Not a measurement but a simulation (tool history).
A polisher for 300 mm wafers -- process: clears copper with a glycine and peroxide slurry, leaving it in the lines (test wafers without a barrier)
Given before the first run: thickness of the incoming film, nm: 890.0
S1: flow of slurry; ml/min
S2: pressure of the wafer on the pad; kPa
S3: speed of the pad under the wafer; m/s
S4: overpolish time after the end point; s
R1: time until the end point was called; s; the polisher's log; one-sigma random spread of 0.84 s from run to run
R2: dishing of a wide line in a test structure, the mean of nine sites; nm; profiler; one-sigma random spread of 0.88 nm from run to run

run,hour,S1,S2,S3,S4,R1,R2
1,0.0,200,20.7,1.20,10,140.240,30.142
2,1.8,205,23.4,1.20,10,126.280,32.179
3,3.0,210,25.5,1.20,10,117.500,33.138
4,11.8,210,26.9,1.22,10,110.350,34.403
5,19.3,210,28.3,1.22,10,103.570,33.570
6,20.7,210,29.0,1.22,10,105.130,35.251
7,26.5,220,29.6,1.24,10,100.370,36.323
8,29.9,220,29.6,1.24,10,99.992,34.962
9,38.5,220,29.6,1.24,10,99.400,36.632
10,42.5,220,30.3,1.24,10,95.706,35.440

For run 11, what comes out?
11,48.6,220,31.0,1.24,10,?,?

Run 11 came out at R1 96.957 s, R2 37.958 nm.
